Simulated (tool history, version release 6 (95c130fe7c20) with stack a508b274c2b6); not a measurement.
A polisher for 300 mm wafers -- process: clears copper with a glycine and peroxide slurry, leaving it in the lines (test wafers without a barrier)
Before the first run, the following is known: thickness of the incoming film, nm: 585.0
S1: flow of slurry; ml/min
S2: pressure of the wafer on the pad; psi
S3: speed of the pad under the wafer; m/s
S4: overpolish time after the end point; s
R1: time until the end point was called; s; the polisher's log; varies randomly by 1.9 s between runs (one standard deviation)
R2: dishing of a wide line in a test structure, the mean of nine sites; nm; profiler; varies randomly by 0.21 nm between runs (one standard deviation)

run	hour	S1	S2	S3	S4	R1	R2
1	0	265	2.5	0.84	10	169.98	24.606
2	6.7	195	2.5	0.84	10	173.63	24.697
3	14.3	195	2.5	0.84	13	175.36	30.397
4	17.9	195	2.5	0.66	13	211.59	27.029
5	19.5	195	2.2	0.66	13	218.93	25.79
# hour 25.1: slurry nozzle cleaned
6	25.1	195	2.2	0.66	9	215.14	18.493
7	26.9	220	1.9	0.76	7	213.88	14.976

Forecast run 8:
8	34.6	250	1.7	0.86	6	?	?

{"run 8": {"R1": 202.15, "R2": 13.629}}

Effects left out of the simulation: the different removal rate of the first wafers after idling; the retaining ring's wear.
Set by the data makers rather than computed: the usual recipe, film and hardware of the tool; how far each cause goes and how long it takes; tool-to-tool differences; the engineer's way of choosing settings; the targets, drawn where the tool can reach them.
